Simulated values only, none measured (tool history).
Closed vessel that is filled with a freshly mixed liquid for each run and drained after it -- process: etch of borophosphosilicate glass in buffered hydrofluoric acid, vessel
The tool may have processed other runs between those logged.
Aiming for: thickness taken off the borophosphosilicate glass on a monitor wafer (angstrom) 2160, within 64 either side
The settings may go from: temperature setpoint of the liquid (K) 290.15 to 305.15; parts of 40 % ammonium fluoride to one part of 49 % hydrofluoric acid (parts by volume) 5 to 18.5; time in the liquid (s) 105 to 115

run  hour  temperature setpoint of the liquid (K)  parts of 40 % ammonium fluoride to one part of 49 % hydrofluoric acid (parts by volume)  time in the liquid (s)  thickness taken off the borophosphosilicate glass on a monitor wafer (angstrom)
  1     0                                  298.15                                                                                     11.5                     105                                                                           3200.4
  2   5.7                                  295.15                                                                                     11.5                     105                                                                           2734.5
  3  10.9                                  293.65                                                                                     11.5                     105                                                                           2510.4
  4  12.3                                  293.15                                                                                     11.5                     105                                                                           2455.5
  5  14.4                                  292.65                                                                                     11.5                     105                                                                           2396.4
  6  16.6                                  292.65                                                                                     10.5                     105                                                                             2595
  7  25.8                                  292.15                                                                                     10.5                     105                                                                           2556.8
  8  31.5                                  292.15                                                                                     10.5                     105                                                                           2533.8
  9  33.3                                  291.65                                                                                     10.5                     105                                                                           2483.9
 10  38.2                                  291.15                                                                                     10.5                     105                                                                           2407.3
 11  42.6                                  290.65                                                                                       11                     105                                                                           2248.9

Which single option among these 4 for the next run brings every result within its allowed miss of target? Just one does.
  A    47                                  291.65                                                                                       13                     105                                                                                ?
  B    47                                  290.15                                                                                     10.5                     110                                                                                ?
  C    47                                  291.15                                                                                       11                     105                                                                                ?
  D    47                                  290.65                                                                                     12.5                     115                                                                                ?

move  thickness taken off the borophosphosilicate glass on a monitor wafer (angstrom)
   A                                                                           1997.1
   B                                                                           2376.2
   C                                                                           2290.1
   D                                                                           2151.3
A: takes the biggest miss from the last run beyond its target
B: misses by more than the last run did
C: misses by more than the last run did
D: all results in spec
Go with D: it meets all targets.
